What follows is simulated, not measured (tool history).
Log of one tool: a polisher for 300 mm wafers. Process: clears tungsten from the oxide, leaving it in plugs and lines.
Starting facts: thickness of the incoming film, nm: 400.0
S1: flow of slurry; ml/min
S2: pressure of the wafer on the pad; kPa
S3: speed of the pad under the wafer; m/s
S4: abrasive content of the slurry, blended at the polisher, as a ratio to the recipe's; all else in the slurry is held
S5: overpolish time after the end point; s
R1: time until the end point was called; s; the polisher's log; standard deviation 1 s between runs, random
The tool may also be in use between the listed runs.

run	day	S1	S2	S3	S4	S5	R1
1	0	300	24.1	1.34	1	4	62.953
2	0.238	300	24.1	1.34	1	4	62.374
3	0.346	300	24.1	1.34	1.2	4	60.385
4	0.704	300	24.1	1.34	1.2	3	59.833
5	1.067	300	21.4	1.3	1.2	3	67.515
6	1.204	300	21.4	1.3	1.2	4	68.628
7	1.35	300	19.3	1.26	1.2	4	76.754
8	1.625	300	17.2	1.22	1.2	4	88.047
9	1.971	300	15.9	1.22	1.2	4	94.469

What does the tool deliver on the next run?
10	2.2	300	14.5	1.22	1.2	4	?

R1: 102.72 s

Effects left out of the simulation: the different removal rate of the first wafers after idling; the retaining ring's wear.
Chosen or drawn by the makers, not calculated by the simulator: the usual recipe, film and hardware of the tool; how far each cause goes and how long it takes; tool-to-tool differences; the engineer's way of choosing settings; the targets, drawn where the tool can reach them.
